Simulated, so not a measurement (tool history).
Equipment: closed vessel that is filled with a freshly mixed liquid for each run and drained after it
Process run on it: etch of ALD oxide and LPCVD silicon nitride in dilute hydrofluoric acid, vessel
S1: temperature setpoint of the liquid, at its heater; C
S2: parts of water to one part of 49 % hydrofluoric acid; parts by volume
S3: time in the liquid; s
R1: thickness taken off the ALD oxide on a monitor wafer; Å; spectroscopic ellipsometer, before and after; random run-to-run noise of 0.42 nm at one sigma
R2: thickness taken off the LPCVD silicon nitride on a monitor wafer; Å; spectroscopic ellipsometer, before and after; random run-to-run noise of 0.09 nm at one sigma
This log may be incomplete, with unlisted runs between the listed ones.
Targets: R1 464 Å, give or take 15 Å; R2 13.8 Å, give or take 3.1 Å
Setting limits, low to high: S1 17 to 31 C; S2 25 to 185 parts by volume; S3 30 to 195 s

| run | hour | S1 | S2 | S3 | R1 | R2 |
|---|---|---|---|---|---|---|
| 1 | 0 | 23 | 105 | 100 | 195.9 | 5.3616 |
| 2 | 8.1 | 23 | 105 | 55 | 107.97 | 2.971 |
| 3 | 15.5 | 24 | 95 | 60 | 136.87 | 3.4758 |
| 4 | 24.1 | 24 | 60 | 60 | 228.84 | 4.8963 |
| 5 | 27.9 | 26 | 60 | 60 | 241.85 | 6.0187 |
| 6 | 32.3 | 26 | 60 | 100 | 405.34 | 10.66 |
| 7 | 36.8 | 26 | 60 | 100 | 415.62 | 11.231 |
| 8 | 43.4 | 26.5 | 60 | 100 | 413.48 | 10.945 |
| 9 | 46.8 | 27 | 60 | 100 | 430.67 | 11.912 |
| 10 | 56 | 28 | 60 | 100 | 447.73 | 11.044 |

Next run, 5 choices. One meets every target within its allowed miss, the rest don't. Which?
| A | 65.2 | 29.5 | 70 | 115 | ? | ? |
| B | 65.2 | 28.5 | 55 | 100 | ? | ? |
| C | 65.2 | 31 | 50 | 80 | ? | ? |
| D | 65.2 | 31 | 25 | 40 | ? | ? |
| E | 65.2 | 26.5 | 50 | 100 | ? | ? |

| move | R1 | R2 |
|---|---|---|
| A | 460.13 | 13.895 |
| B | 500.62 | 14.391 |
| C | 489.65 | 14.867 |
| D | 509.71 | 14.665 |
| E | 512.08 | 13.864 |
A: every result lands within tolerance
B: takes the result that was furthest off past its target
C: takes the result that was furthest off past its target
D: takes the result that was furthest off past its target
E: takes the result that was furthest off past its target
The move that meets every target is A.
